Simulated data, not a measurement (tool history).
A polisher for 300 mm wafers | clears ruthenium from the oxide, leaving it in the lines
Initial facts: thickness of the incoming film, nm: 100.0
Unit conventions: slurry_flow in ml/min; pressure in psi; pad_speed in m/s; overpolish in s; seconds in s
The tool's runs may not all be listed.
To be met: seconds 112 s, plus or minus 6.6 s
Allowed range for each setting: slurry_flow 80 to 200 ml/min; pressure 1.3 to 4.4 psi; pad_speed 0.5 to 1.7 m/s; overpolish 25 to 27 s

run    day  slurry_flow  pressure  pad_speed  overpolish  seconds
  1      0          130       2.8        1.1          25   64.169
  2  0.212          130       2.8       1.34          25   54.879
  3  0.504          125       2.3       1.26          25   67.761
  4  0.675          125         2       1.18          25   76.992
  5  1.033          125       1.6       1.18          25    91.54
  6  1.204          125       1.5       1.14          25   94.628
  7  1.346          125       1.4        1.1          25   101.31
  8  1.721          125       1.4        1.1          25   100.72
  9  1.871          125       1.4       1.06          25   104.06

Pick the move, out of 5, that brings all results within their allowed miss; only one does.
  A  2.021          140       1.4       1.08          27        ?
  B  2.021          160       1.3          1          27        ?
  C  2.021          140       1.3       1.22          27        ?
  D  2.021          160       1.5        1.1          27        ?
  E  2.021          125       1.3       1.26          25        ?

move  seconds
   A   99.644
   B   107.57
   C   95.365
   D   92.417
   E   94.918
A: lands further from the targets than the last run did
B: all results in spec
C: lands further from the targets than the last run did
D: lands further from the targets than the last run did
E: lands further from the targets than the last run did
Answer: B
